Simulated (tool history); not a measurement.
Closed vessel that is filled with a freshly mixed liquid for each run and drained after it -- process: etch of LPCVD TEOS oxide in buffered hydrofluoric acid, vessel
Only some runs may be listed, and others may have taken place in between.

| run | hour | temperature setpoint of the liquid (°C) | parts of 40 % ammonium fluoride to one part of 49 % hydrofluoric acid (parts by volume) | time in the liquid (s) | thickness taken off the LPCVD TEOS oxide on a monitor wafer (Å) |
|---|---|---|---|---|---|
| 1 | 0.0 | 21.0 | 16.0 | 95 | 1253.80 |
| 2 | 1.0 | 21.0 | 13.5 | 95 | 1491.90 |
| 3 | 9.6 | 24.0 | 13.5 | 95 | 1736.10 |
| 4 | 12.9 | 22.0 | 15.5 | 95 | 1363.60 |
| 5 | 15.9 | 20.5 | 17.0 | 95 | 1151.70 |
| 6 | 24.5 | 20.5 | 17.0 | 95 | 1147.20 |
| 7 | 27.9 | 19.5 | 18.0 | 95 | 1039.80 |

Run 8 comes next. What will it give?
| 8 | 32.1 | 19.0 | 19.0 | 95 | ? |

thickness taken off the LPCVD TEOS oxide on a monitor wafer (Å): 956.88
